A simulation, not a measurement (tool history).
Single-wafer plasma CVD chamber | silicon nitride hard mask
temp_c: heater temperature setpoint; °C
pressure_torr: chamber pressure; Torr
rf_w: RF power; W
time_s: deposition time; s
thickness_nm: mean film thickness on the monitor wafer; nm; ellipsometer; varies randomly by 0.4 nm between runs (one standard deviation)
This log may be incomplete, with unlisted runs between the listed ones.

run,hour,temp_c,pressure_torr,rf_w,time_s,thickness_nm
1,0.0,375,1.39,390,58.6,77.820
2,4.9,375,1.49,400,58.7,81.094
3,12.7,375,1.49,400,58.6,81.619
4,13.3,375,1.57,405,58.6,83.596
5,20.8,375,1.63,410,58.6,85.220
6,28.5,375,1.68,410,58.6,86.398
7,32.1,375,1.72,410,58.6,87.245
8,33.0,375,1.72,410,58.6,86.138

Run 9, settings as shown, results not yet in. Your forecast:
9,36.8,375,1.75,415,58.6,?

{"run 9": {"thickness_nm": 87.177}}
